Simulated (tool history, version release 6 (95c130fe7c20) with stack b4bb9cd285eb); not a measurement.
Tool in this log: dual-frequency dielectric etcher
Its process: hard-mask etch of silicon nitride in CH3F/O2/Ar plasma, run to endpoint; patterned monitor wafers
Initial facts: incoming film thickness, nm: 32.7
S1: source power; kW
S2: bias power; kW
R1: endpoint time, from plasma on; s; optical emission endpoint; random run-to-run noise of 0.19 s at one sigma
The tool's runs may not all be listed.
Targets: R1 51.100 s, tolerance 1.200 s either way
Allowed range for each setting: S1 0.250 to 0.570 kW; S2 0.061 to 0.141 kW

{"run": 1, "hour": 0.0, "S1": 0.41, "S2": 0.101, "R1": 44.831}
{"run": 2, "hour": 1.1, "S1": 0.39, "S2": 0.1, "R1": 46.053}
{"run": 3, "hour": 5.3, "S1": 0.35, "S2": 0.1, "R1": 48.434}
{"run": 4, "hour": 10.8, "S1": 0.42, "S2": 0.1, "R1": 44.628}
{"run": 5, "hour": 14.2, "S1": 0.42, "S2": 0.11, "R1": 43.012}
{"run": 6, "hour": 18.3, "S1": 0.42, "S2": 0.127, "R1": 41.377}
{"run": 7, "hour": 23.9, "S1": 0.34, "S2": 0.107, "R1": 47.965}
{"run": 8, "hour": 26.6, "S1": 0.28, "S2": 0.102, "R1": 53.791}

Which one of the following 4 next-run settings gets every result inside its allowed miss? There is exactly one.
{"run": "A", "hour": 29.3, "S1": 0.25, "S2": 0.089, "R1": "?"}
{"run": "B", "hour": 29.3, "S1": 0.37, "S2": 0.097, "R1": "?"}
{"run": "C", "hour": 29.3, "S1": 0.36, "S2": 0.098, "R1": "?"}
{"run": "D", "hour": 29.3, "S1": 0.27, "S2": 0.122, "R1": "?"}

move=A R1=59.810
move=B R1=47.659
move=C R1=48.123
move=D R1=51.496
A: moves away from the targets compared with the last run
B: carries the result that was furthest off beyond its target, to the other side
C: carries the result that was furthest off beyond its target, to the other side
D: all results land within tolerance of their targets
Move D is the one to make.

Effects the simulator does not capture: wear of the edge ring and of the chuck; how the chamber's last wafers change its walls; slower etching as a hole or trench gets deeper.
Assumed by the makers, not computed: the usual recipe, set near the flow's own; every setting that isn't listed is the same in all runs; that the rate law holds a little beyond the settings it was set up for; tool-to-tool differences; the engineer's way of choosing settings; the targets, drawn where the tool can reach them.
